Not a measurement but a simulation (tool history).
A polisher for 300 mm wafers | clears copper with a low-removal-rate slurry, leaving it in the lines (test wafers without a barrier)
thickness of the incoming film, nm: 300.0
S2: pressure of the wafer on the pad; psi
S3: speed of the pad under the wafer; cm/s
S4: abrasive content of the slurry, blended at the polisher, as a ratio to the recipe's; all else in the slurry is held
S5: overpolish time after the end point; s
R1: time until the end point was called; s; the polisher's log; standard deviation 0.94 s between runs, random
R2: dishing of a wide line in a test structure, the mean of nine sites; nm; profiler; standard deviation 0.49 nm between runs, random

run 1 hour=0.0 | flow_of_slurry_(ml/min)=270 S2=2.1 S3=118 S4=1.0 S5=15 | R1=125.290 R2=19.873
run 2 hour=8.1 | flow_of_slurry_(ml/min)=270 S2=2.4 S3=126 S4=1.0 S5=13 | R1=101.760 R2=21.135
run 3 hour=15.7 | flow_of_slurry_(ml/min)=225 S2=2.4 S3=126 S4=1.0 S5=13 | R1=105.560 R2=19.726
run 4 hour=17.4 | flow_of_slurry_(ml/min)=245 S2=2.6 S3=130 S4=1.0 S5=12 | R1=91.521 R2=21.156
run 5 hour=25.3 | flow_of_slurry_(ml/min)=255 S2=2.8 S3=134 S4=1.0 S5=11 | R1=81.922 R2=21.990
run 6 hour=31.6 | flow_of_slurry_(ml/min)=255 S2=2.8 S3=104 S4=1.0 S5=11 | R1=108.440 R2=18.301
-- hour=34.5 head pressure recalibrated
run 7 hour=34.5 | flow_of_slurry_(ml/min)=260 S2=2.9 S3=116 S4=1.0 S5=10 | R1=86.132 R2=19.846
run 8 hour=42.6 | flow_of_slurry_(ml/min)=280 S2=3.0 S3=120 S4=1.0 S5=10 | R1=80.888 R2=21.259

Run 9 comes next. What will it give?
run 9 hour=50.0 | flow_of_slurry_(ml/min)=295 S2=3.1 S3=126 S4=1.0 S5=10 | R1=? R2=?

{"run 9": {"R1": 72.633, "R2": 22.389}}
